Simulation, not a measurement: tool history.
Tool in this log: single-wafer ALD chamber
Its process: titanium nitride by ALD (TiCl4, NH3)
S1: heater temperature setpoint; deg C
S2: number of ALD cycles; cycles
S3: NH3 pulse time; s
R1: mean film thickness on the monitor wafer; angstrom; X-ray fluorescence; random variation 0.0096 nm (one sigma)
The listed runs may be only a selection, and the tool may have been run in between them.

run  hour   S1   S2    S3      R1
  1     0  380  106  2.21   20.71
  2   3.2  380  106  1.71  20.461
  3  11.6  384  106  1.71  20.581
  4  19.3  390  106  1.71  20.707
  5  25.7  390  106  2.22  21.012
  6  29.9  397  106  2.22  21.323

For run 7, what comes out?
  7    38  392  104  1.94   ?

R1: 20.543 angstrom
